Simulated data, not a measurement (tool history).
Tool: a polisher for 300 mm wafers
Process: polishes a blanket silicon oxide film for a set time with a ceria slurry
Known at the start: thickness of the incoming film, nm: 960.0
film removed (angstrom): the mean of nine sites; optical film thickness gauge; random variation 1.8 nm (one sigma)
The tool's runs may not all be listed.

run  hour  flow of slurry (ml/min)  pressure of the wafer on the pad (psi)  speed of the pad under the wafer (cm/s)  polishing time (s)  film removed (angstrom)
  1   0.0                      135                                     2.3                                       92                  33                   1086.5
  2   2.5                      115                                     2.3                                       92                  33                   1030.3
  3   8.0                      125                                     2.5                                       92                  33                   1128.2
  4  13.5                      150                                     2.5                                       92                  33                   1188.2
  5  21.0                      155                                     2.7                                       92                  33                   1246.4
  6  27.1                      155                                     2.9                                       92                  33                   1364.0

Run 7 comes next. What will it give?
  7  34.0                      155                                     3.0                                       92                  33                        ?

film removed (angstrom): 1420.0

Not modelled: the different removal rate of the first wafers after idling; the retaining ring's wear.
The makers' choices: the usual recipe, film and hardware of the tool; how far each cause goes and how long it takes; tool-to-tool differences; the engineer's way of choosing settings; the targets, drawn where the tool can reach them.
